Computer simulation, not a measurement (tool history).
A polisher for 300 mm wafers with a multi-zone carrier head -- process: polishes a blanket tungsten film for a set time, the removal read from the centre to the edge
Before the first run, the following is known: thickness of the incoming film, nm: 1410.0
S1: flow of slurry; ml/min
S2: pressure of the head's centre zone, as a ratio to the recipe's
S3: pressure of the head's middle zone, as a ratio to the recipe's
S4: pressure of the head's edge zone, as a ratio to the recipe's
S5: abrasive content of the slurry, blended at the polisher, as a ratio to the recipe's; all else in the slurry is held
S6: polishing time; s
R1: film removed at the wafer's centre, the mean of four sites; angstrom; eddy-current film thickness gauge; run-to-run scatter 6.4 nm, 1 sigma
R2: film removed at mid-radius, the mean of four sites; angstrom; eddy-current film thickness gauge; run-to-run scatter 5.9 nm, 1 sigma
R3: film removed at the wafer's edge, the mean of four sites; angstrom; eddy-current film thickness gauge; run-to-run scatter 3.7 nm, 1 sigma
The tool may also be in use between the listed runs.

{"run": 1, "day": 0.0, "S1": 145, "S2": 1, "S3": 1, "S4": 1, "S5": 1, "S6": 67, "R1": 4804.8, "R2": 4644.4, "R3": 4744.9}
{"run": 2, "day": 0.2, "S1": 145, "S2": 1, "S3": 1, "S4": 1, "S5": 0.9, "S6": 67, "R1": 4644.7, "R2": 4554.3, "R3": 4669.1}
{"run": 3, "day": 0.279, "S1": 155, "S2": 1, "S3": 1.03, "S4": 1.02, "S5": 0.95, "S6": 67, "R1": 4816.6, "R2": 4757.8, "R3": 4785.8}
{"run": 4, "day": 0.329, "S1": 165, "S2": 1, "S3": 1.06, "S4": 1.04, "S5": 1, "S6": 67, "R1": 4899.2, "R2": 5035.3, "R3": 4946.7}
{"run": 5, "day": 0.483, "S1": 165, "S2": 1.04, "S3": 1.06, "S4": 1.04, "S5": 1, "S6": 67, "R1": 5095.1, "R2": 4959, "R3": 4893.9}
{"run": 6, "day": 0.796, "S1": 165, "S2": 1.04, "S3": 1.06, "S4": 1.04, "S5": 0.8, "S6": 67, "R1": 4819.4, "R2": 4716.5, "R3": 4633.5}
{"run": 7, "day": 0.892, "S1": 170, "S2": 1.04, "S3": 1.08, "S4": 1.06, "S5": 0.85, "S6": 67, "R1": 4872.8, "R2": 4889, "R3": 4759.1}
{"run": 8, "day": 1.2, "S1": 175, "S2": 1.04, "S3": 1.1, "S4": 1.07, "S5": 0.9, "S6": 67, "R1": 5023.6, "R2": 4956.3, "R3": 4860.9}
{"run": 9, "day": 1.575, "S1": 180, "S2": 1.03, "S3": 1.12, "S4": 1.07, "S5": 0.95, "S6": 67, "R1": 5135.1, "R2": 5208.7, "R3": 5013.8}
{"run": 10, "day": 1.742, "S1": 185, "S2": 1.02, "S3": 1.13, "S4": 1.07, "S5": 0.95, "S6": 67, "R1": 5088.8, "R2": 5241, "R3": 4937}
{"run": 11, "day": 2.046, "S1": 190, "S2": 1.02, "S3": 1.14, "S4": 1.08, "S5": 1, "S6": 67, "R1": 5193.1, "R2": 5389.6, "R3": 5106.8}

Run 12 has not been measured yet. What should we expect?
{"run": 12, "day": 2.329, "S1": 195, "S2": 1.02, "S3": 1.15, "S4": 1.08, "S5": 1, "S6": 67, "R1": "?", "R2": "?", "R3": "?"}

Run 12 yielded R1 5046.4 angstrom, R2 5485.1 angstrom, R3 5105 angstrom.
